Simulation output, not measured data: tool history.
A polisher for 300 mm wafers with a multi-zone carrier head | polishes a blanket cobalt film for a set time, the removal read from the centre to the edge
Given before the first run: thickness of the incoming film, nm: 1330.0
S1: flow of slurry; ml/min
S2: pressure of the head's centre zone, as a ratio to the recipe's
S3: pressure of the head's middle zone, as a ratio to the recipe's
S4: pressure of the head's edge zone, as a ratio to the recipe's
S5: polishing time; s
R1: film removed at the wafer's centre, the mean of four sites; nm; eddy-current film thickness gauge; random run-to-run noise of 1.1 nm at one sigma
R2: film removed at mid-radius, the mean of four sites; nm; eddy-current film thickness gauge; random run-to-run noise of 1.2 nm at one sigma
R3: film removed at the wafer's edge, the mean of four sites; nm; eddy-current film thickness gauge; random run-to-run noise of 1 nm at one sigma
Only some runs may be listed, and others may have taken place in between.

Run 1, day 0: S1 320 ml/min, S2 1, S3 1, S4 1, S5 35 s. Result: R1 124 nm, R2 124.14 nm, R3 120.45 nm.
Run 2, day 0.179: S1 320 ml/min, S2 1.07, S3 1, S4 1, S5 35 s. Result: R1 131.94 nm, R2 127.34 nm, R3 122.84 nm.
Run 3, day 0.212: S1 320 ml/min, S2 1.07, S3 1, S4 0.94, S5 35 s. Result: R1 131.37 nm, R2 123.72 nm, R3 114.59 nm.
Run 4, day 0.412: S1 315 ml/min, S2 1.02, S3 0.98, S4 0.92, S5 33 s. Result: R1 119.74 nm, R2 113.6 nm, R3 107.41 nm.
Run 5, day 0.442: S1 315 ml/min, S2 1.02, S3 0.93, S4 0.92, S5 33 s. Result: R1 119.55 nm, R2 111.93 nm, R3 109.33 nm.
Run 6, day 0.479: S1 360 ml/min, S2 1.02, S3 0.93, S4 0.92, S5 33 s. Result: R1 119.62 nm, R2 115.47 nm, R3 112.2 nm.
Run 7, day 0.792: S1 340 ml/min, S2 0.99, S3 0.92, S4 0.9, S5 31 s. Result: R1 110.63 nm, R2 101.93 nm, R3 100.18 nm.
Run 8, day 1.167: S1 345 ml/min, S2 0.95, S3 0.93, S4 0.89, S5 30 s. Result: R1 102.09 nm, R2 101.98 nm, R3 99.438 nm.
Run 9, day 1.246: S1 330 ml/min, S2 0.94, S3 0.92, S4 0.87, S5 29 s. Result: R1 96.819 nm, R2 97.232 nm, R3 94.857 nm.
Run 10, day 1.479: S1 320 ml/min, S2 0.94, S3 0.91, S4 0.86, S5 28 s. Result: R1 93.512 nm, R2 92.93 nm, R3 89.976 nm.

Run 11, settings as shown, results not yet in. Your forecast:
Run 11, day 1.525: S1 310 ml/min, S2 0.94, S3 0.9, S4 0.85, S5 28 s. Result: R1 ?, R2 ?, R3 ?.

Run 11 produced R1 91.746 nm, R2 92.699 nm, R3 90.149 nm.
